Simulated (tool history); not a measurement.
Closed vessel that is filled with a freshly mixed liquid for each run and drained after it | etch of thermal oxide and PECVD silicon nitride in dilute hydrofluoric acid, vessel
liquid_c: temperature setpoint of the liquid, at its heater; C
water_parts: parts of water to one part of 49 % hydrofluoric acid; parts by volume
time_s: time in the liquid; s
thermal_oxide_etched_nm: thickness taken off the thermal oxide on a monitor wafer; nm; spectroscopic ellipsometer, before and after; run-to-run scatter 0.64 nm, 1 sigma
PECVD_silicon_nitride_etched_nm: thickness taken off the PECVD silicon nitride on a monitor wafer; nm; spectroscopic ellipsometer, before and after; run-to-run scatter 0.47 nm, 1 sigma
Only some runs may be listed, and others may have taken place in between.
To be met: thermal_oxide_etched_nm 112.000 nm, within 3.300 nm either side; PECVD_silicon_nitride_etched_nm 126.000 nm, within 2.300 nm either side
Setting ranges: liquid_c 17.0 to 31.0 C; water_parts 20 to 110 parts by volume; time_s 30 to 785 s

run,hour,liquid_c,water_parts,time_s,thermal_oxide_etched_nm,PECVD_silicon_nitride_etched_nm
1,0.0,23.0,60,400,33.810,33.649
2,6.6,23.0,60,565,47.968,47.631
3,12.1,19.5,60,565,41.556,37.609
4,16.9,19.5,60,705,51.464,46.928
5,21.5,23.0,55,700,64.933,64.082
6,26.8,23.0,55,780,72.658,71.873
7,33.4,25.0,50,775,87.908,89.178
8,40.7,26.5,50,775,92.469,98.746
9,43.5,29.0,40,765,127.540,143.130
10,49.7,29.0,40,770,128.510,143.900
11,56.8,29.0,40,775,129.440,145.450
12,60.7,28.5,40,780,129.250,141.520

Which one of the following 4 next-run settings gets every result inside its allowed miss? There is exactly one.
A,64.6,29.0,40,670,?,?
B,64.6,29.5,45,695,?,?
C,64.6,29.5,50,780,?,?
D,64.6,28.5,45,740,?,?

move,thermal_oxide_etched_nm,PECVD_silicon_nitride_etched_nm
A,112.250,125.350
B,104.780,119.640
C,105.030,121.010
D,107.220,119.350
A: every result lands within tolerance
B: takes the biggest miss from the last run beyond its target
C: takes the biggest miss from the last run beyond its target
D: takes the biggest miss from the last run beyond its target
Correct choice: A, which meets every target

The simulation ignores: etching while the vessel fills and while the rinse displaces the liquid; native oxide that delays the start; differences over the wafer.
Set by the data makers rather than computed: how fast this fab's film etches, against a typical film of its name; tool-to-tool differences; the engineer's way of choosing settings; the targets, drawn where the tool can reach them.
